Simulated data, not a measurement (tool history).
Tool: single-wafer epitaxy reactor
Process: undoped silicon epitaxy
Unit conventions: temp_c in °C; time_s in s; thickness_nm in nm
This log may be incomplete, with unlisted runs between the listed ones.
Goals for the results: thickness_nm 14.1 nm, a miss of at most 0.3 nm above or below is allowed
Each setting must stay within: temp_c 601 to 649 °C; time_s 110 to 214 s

run,hour,temp_c,time_s,thickness_nm
1,0,625,162,15.422
2,4.1,624,162,15.264
3,10.4,623,162,14.842
4,17.6,631,162,18.183
5,18.7,631,181,20.209
6,23.1,631,167,18.571
7,24.7,629,167,17.655
8,27.3,618,166,13.428
9,33.1,619,166,13.766

Consider the 5 candidate settings below. Which is the only one whose results all fall within their allowed miss of target?
A,38.9,617,164,?
B,38.9,620,158,?
C,38.9,616,174,?
D,38.9,617,170,?
E,38.9,618,175,?

move,thickness_nm
A,12.974
B,13.479
C,13.422
D,13.449
E,14.198
A: moves away from the targets compared with the last run
B: moves away from the targets compared with the last run
C: moves away from the targets compared with the last run
D: moves away from the targets compared with the last run
E: hits every target within its allowed miss
The right move is E.
